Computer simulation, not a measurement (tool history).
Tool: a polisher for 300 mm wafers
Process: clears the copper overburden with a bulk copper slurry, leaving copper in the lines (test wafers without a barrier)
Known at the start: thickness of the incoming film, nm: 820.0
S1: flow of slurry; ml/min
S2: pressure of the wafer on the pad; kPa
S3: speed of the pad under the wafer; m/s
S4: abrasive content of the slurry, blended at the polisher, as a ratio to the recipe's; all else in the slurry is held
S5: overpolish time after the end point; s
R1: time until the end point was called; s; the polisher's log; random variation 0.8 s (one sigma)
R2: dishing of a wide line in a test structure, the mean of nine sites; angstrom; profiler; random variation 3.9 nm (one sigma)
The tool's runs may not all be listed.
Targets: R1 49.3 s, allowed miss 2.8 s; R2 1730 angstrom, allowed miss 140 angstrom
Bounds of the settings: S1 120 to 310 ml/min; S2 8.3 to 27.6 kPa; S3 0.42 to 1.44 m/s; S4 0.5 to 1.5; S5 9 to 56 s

run	hour	S1	S2	S3	S4	S5	R1	R2
1	0	200	17.9	0.92	1	29	93.819	1100.5
2	0.9	200	21.4	0.92	1	29	82.977	1243.8
3	5.7	200	21.4	0.92	1	21	81.334	1073.7
4	13.5	200	23.4	1	1	24	69.273	1298.1
5	18.5	200	20	1	1	24	79.853	1166.2
6	26.1	150	20	1	1	24	82.174	1144.3
7	34.3	155	24.8	1.1	1	31	62.581	1548.1
8	37.8	155	25.5	1.14	1	30	58.193	1548.9
9	43.1	155	26.2	1.16	1	30	56.31	1612.9

5 next moves are on the table. One of them brings every result within its allowed miss. Which?
A	48.4	160	27.6	1.22	0.95	34	?	?
B	48.4	185	27.6	1.38	0.55	19	?	?
C	48.4	130	24.8	1.22	1	23	?	?
D	48.4	155	27.6	1.06	0.95	39	?	?
E	48.4	140	26.2	1.2	0.95	42	?	?

move	R1	R2
A	51.245	1637.2
B	51.416	1354.9
C	57.309	1370.1
D	58.613	1638.2
E	55.47	1650
A: meets every target
B: brings the result that was furthest off to its target, and leaves another outside
C: further off than the last run
D: further off than the last run
E: nearer than the last run, and not there yet
Answer: A
